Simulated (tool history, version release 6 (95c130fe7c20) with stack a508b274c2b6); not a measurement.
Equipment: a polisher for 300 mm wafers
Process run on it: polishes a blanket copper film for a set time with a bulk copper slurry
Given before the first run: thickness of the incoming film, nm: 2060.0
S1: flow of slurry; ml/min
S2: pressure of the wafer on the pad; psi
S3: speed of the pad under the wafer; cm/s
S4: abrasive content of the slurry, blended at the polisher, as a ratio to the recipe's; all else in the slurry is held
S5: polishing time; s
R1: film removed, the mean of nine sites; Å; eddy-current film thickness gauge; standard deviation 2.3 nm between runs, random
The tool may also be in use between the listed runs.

run,hour,S1,S2,S3,S4,S5,R1
1,0,120,3,86,1,25,2439.4
2,6.3,120,3,106,1,25,3005.8
3,8.4,130,3.1,106,1,25,3137.7
4,13,130,3.1,106,0.8,25,2948.5
5,17.6,130,3.1,106,0.8,25,2960.8
6,24.5,150,3.1,106,0.8,25,3028.2

Predict the results of run 7:
7,28.5,155,3.2,106,0.8,25,?

{"run 7": {"R1": 3140}}

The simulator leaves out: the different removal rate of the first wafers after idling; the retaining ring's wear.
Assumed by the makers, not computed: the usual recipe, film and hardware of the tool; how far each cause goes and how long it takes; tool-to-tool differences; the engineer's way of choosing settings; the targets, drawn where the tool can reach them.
